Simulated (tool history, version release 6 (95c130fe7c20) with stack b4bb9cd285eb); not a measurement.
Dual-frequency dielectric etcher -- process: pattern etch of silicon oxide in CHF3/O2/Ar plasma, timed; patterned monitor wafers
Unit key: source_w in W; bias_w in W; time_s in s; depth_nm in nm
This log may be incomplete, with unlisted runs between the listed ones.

| run | hour | source_w | bias_w | time_s | depth_nm |
|---|---|---|---|---|---|
| 1 | 0.0 | 850 | 131 | 593.5 | 1280.20 |
| 2 | 2.1 | 770 | 122 | 593.5 | 1194.50 |
| 3 | 6.5 | 770 | 122 | 593.5 | 1193.10 |
| 4 | 15.0 | 710 | 118 | 593.5 | 1136.40 |
| 5 | 17.8 | 710 | 127 | 593.5 | 1163.90 |
| 6 | 25.0 | 710 | 140 | 593.5 | 1192.90 |
|  | 31.1 | source power generator calibrated |
| 7 | 31.1 | 660 | 135 | 593.5 | 1131.20 |
| 8 | 35.3 | 630 | 133 | 593.5 | 1090.20 |

Predict the results of run 9:
| 9 | 39.9 | 510 | 128 | 593.5 | ? |

depth_nm: 967.55 nm
